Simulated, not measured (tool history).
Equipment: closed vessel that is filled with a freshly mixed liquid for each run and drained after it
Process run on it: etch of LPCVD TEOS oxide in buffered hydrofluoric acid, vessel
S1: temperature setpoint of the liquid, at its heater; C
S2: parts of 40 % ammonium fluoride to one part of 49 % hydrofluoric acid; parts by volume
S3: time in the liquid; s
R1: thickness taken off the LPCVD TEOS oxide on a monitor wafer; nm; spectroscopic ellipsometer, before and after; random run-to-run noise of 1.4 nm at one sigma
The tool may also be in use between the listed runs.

run	day	S1	S2	S3	R1
1	0.000	24.0	16.0	95	237.51
2	0.246	22.5	16.0	95	215.19
3	0.588	21.5	16.0	95	203.16
4	0.896	19.0	16.0	95	177.75
5	1.108	19.0	16.0	95	178.92
6	1.433	19.0	16.0	105	197.68
7	1.454	18.5	16.0	105	192.78
8	1.612	18.0	16.0	105	188.50

The next listed run, before its measurement:
9	1.850	17.5	16.5	105	?

R1: 174.74 nm
